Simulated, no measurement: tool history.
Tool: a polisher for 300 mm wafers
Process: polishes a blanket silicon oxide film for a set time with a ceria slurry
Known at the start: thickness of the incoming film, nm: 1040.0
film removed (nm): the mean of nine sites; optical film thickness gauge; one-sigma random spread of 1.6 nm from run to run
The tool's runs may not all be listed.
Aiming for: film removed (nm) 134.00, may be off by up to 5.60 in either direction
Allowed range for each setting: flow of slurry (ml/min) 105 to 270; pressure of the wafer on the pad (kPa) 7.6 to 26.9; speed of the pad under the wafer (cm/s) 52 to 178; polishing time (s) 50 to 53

run    day  flow of slurry (ml/min)  pressure of the wafer on the pad (kPa)  speed of the pad under the wafer (cm/s)  polishing time (s)  film removed (nm)
  1  0.000                      175                                    17.2                                      114                  50             232.03
  2  0.225                      215                                    17.2                                      114                  50             244.26
  3  0.517                      210                                    16.5                                      114                  50             227.06
  4  0.638                      210                                    15.9                                      114                  50             229.33
  5  0.704                      210                                    14.5                                      114                  50             206.92
  6  1.033                      210                                    13.8                                      114                  50             196.24
  7  1.158                      210                                    13.1                                      114                  50             182.88
  8  1.412                      210                                    13.1                                      114                  50             187.62
  9  1.708                      210                                    12.4                                      114                  50             178.12

Which of these 4 next moves meets every target?
  A  2.004                      205                                    11.0                                      106                  50                  ?
  B  2.004                      205                                    11.0                                      108                  52                  ?
  C  2.004                      205                                    10.3                                      102                  50                  ?
  D  2.004                      230                                    14.5                                       84                  50                  ?

move  film removed (nm)
   A             145.95
   B             154.55
   C             132.23
   D             153.65
A: closer than the last run, but not yet in spec
B: closer than the last run, but not yet in spec
C: each result inside its tolerance
D: closer than the last run, but not yet in spec
Go with C: it meets all targets.

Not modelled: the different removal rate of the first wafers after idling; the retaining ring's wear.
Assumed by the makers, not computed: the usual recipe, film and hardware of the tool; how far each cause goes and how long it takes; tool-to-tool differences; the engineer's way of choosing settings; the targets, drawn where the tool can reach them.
